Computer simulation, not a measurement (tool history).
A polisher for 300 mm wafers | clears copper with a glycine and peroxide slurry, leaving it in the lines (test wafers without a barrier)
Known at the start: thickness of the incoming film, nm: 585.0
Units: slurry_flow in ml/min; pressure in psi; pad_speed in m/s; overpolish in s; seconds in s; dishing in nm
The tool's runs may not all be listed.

run 1 hour=0 | slurry_flow=240 pressure=3.3 pad_speed=1 overpolish=17 | seconds=95.283 dishing=75.637
run 2 hour=4.6 | slurry_flow=240 pressure=3.3 pad_speed=1.24 overpolish=17 | seconds=78.963 dishing=85.031
run 3 hour=7.1 | slurry_flow=240 pressure=3.3 pad_speed=1.24 overpolish=24 | seconds=77.412 dishing=107.63
run 4 hour=12.2 | slurry_flow=275 pressure=3.3 pad_speed=1.24 overpolish=24 | seconds=78.463 dishing=108.84
run 5 hour=18.1 | slurry_flow=245 pressure=2.7 pad_speed=1.12 overpolish=17 | seconds=101.77 dishing=72.752
-- hour=27 head pressure recalibrated
run 6 hour=27 | slurry_flow=245 pressure=2.7 pad_speed=1.12 overpolish=13 | seconds=108.04 dishing=53.977
run 7 hour=30.6 | slurry_flow=250 pressure=2.3 pad_speed=1.08 overpolish=11 | seconds=121.69 dishing=39.957
run 8 hour=33.3 | slurry_flow=245 pressure=1.5 pad_speed=0.9 overpolish=13 | seconds=196.42 dishing=31.769

Run 9 comes next. What will it give?
run 9 hour=39.9 | slurry_flow=245 pressure=1.6 pad_speed=0.92 overpolish=12 | seconds=? dishing=?

Run 9 gave seconds 181.56 s, dishing 31.448 nm.

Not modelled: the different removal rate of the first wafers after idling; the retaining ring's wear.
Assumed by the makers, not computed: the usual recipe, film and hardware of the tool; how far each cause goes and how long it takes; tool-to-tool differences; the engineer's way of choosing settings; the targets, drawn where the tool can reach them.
